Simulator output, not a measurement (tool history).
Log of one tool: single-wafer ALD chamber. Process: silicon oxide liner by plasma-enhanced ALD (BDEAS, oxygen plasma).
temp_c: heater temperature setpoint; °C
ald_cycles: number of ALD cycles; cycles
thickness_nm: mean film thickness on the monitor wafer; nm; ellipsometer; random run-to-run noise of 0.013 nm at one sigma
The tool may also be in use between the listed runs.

{"run": 1, "hour": 0.0, "temp_c": 320, "ald_cycles": 46, "thickness_nm": 3.9564}
{"run": 2, "hour": 4.1, "temp_c": 320, "ald_cycles": 48, "thickness_nm": 4.1264}
{"run": 3, "hour": 8.7, "temp_c": 320, "ald_cycles": 54, "thickness_nm": 4.647}
{"run": 4, "hour": 10.6, "temp_c": 320, "ald_cycles": 52, "thickness_nm": 4.4775}
{"run": 5, "hour": 19.3, "temp_c": 325, "ald_cycles": 52, "thickness_nm": 4.4482}
{"run": 6, "hour": 23.1, "temp_c": 325, "ald_cycles": 53, "thickness_nm": 4.5409}

Run 7 is up next; what results do you expect?
{"run": 7, "hour": 27.3, "temp_c": 325, "ald_cycles": 54, "thickness_nm": "?"}

Run 7 measured thickness_nm 4.6072 nm.
